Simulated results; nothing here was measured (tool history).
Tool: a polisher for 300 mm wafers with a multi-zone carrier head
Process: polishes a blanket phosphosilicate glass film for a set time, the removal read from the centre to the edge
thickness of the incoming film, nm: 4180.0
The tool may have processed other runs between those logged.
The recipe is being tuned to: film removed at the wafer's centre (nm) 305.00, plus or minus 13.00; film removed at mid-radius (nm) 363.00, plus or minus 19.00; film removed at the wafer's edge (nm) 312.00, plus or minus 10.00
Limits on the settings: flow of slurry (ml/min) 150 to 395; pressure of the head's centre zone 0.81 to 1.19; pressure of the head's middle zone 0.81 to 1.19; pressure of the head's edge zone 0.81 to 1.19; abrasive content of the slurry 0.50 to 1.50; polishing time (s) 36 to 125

run,hour,flow of slurry (ml/min),pressure of the head's centre zone,pressure of the head's middle zone,pressure of the head's edge zone,abrasive content of the slurry,polishing time (s),film removed at the wafer's centre (nm),film removed at mid-radius (nm),film removed at the wafer's edge (nm)
1,0.0,250,1.00,1.00,1.00,1.00,80,366.42,385.29,367.35
2,7.6,290,1.00,1.00,1.00,1.00,80,374.20,390.65,377.55
3,10.8,290,1.00,0.93,1.00,1.00,80,379.88,367.15,374.15
4,19.6,285,0.99,0.94,0.98,1.00,80,371.44,366.90,376.93
5,27.6,285,0.99,0.94,0.98,1.10,80,386.81,382.42,384.35
# hour 36.3: worn pad replaced by a new one
6,36.3,255,0.99,0.94,0.98,1.10,80,431.82,433.69,449.29
7,39.2,275,0.98,0.96,0.98,1.10,80,437.67,439.38,446.29
8,48.2,260,0.99,0.98,1.01,1.10,80,426.59,449.53,446.88
9,55.7,255,0.98,1.00,0.99,1.05,80,431.42,442.43,435.55
10,64.3,270,0.99,1.01,1.01,1.05,80,430.74,448.37,444.00
11,66.1,255,0.99,1.01,0.99,1.05,80,427.40,437.11,434.12
12,74.3,275,1.00,1.01,1.02,1.05,80,426.42,437.85,439.42
13,76.3,260,0.97,1.00,0.99,1.05,80,423.94,443.89,433.76
14,84.1,260,0.97,1.00,0.99,1.05,80,410.27,438.87,433.38
15,93.1,260,0.93,1.09,0.89,0.80,77,342.53,383.50,349.91

Which single option among these 5 for the next run brings every result within its allowed miss of target? Just one does.
A,102.1,215,0.95,1.16,0.91,0.70,74,?,?,?
B,102.1,220,0.83,1.00,0.95,0.75,92,?,?,?
C,102.1,265,0.97,1.10,0.84,0.80,70,?,?,?
D,102.1,245,0.95,1.01,0.92,0.75,71,?,?,?
E,102.1,205,0.84,0.96,0.96,0.70,78,?,?,?

move,film removed at the wafer's centre (nm),film removed at mid-radius (nm),film removed at the wafer's edge (nm)
A,303.23,364.73,308.19
B,342.39,427.05,407.52
C,322.21,365.11,307.26
D,306.48,335.19,312.32
E,280.41,336.68,332.50
A: meets every target
B: its largest miss is bigger than the last run's
C: the worst result of the last run now meets its target, but another is out of spec
D: the worst result of the last run now meets its target, but another is out of spec
E: closer than the last run, but not yet in spec
Move A is the one to make.

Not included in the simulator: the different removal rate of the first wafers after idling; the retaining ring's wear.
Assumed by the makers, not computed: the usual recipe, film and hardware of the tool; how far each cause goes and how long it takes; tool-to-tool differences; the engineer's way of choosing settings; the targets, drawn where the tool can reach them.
